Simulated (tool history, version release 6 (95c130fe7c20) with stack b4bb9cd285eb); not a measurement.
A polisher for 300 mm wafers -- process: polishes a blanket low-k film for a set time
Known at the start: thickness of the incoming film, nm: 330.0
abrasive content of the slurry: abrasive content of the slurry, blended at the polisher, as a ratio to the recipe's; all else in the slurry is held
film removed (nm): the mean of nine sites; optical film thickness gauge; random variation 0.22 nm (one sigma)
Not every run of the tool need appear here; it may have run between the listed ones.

run	hour	flow of slurry (ml/min)	pressure of the wafer on the pad (kPa)	speed of the pad under the wafer (cm/s)	abrasive content of the slurry	polishing time (s)	film removed (nm)
1	0.0	255	12.4	86	1.0	33	11.970
2	6.2	255	14.5	86	1.0	33	14.244
3	12.1	255	14.5	102	1.0	33	16.318
4	15.2	255	14.5	102	1.0	30	14.636
5	17.3	255	14.5	102	1.0	30	14.827
6	19.2	255	15.9	102	1.0	30	16.511

Run 7 comes next. What will it give?
7	27.0	255	16.5	102	1.0	30	?

Run 7 produced film removed (nm) 16.978.
